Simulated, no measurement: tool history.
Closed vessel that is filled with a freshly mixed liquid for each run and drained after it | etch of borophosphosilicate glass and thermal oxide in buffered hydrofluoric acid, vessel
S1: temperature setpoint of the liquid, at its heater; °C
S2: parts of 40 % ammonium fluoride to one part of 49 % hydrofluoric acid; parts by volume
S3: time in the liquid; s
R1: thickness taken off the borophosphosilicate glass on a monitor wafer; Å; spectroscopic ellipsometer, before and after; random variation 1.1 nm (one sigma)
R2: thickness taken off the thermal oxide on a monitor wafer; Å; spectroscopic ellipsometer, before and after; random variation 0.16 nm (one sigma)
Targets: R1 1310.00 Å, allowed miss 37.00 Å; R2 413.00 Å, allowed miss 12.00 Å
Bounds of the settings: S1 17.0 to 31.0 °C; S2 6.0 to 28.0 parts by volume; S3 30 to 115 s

run	hour	S1	S2	S3	R1	R2
1	0.0	23.0	17.0	60	1136.00	363.55
2	3.8	23.5	17.0	60	1172.40	369.70
3	11.4	23.5	21.5	60	955.87	302.15
4	14.4	25.0	21.5	60	1035.90	326.94
5	19.5	25.0	21.5	50	864.54	274.99
6	27.9	26.5	21.0	50	948.32	301.47
7	29.3	27.5	20.5	50	1026.10	320.66
8	31.1	27.5	20.5	50	1020.80	320.29

4 next moves are on the table. One of them brings every result within its allowed miss. Which?
A	32.9	23.0	15.0	60	?	?
B	32.9	27.0	17.5	60	?	?
C	32.9	29.0	26.5	65	?	?
D	32.9	26.0	18.5	60	?	?

move	R1	R2
A	1300.00	409.64
B	1384.40	437.42
C	1204.70	381.37
D	1242.40	392.43
A: meets every target
B: takes the result that was furthest off past its target
C: nearer than the last run, and not there yet
D: nearer than the last run, and not there yet
Answer: A

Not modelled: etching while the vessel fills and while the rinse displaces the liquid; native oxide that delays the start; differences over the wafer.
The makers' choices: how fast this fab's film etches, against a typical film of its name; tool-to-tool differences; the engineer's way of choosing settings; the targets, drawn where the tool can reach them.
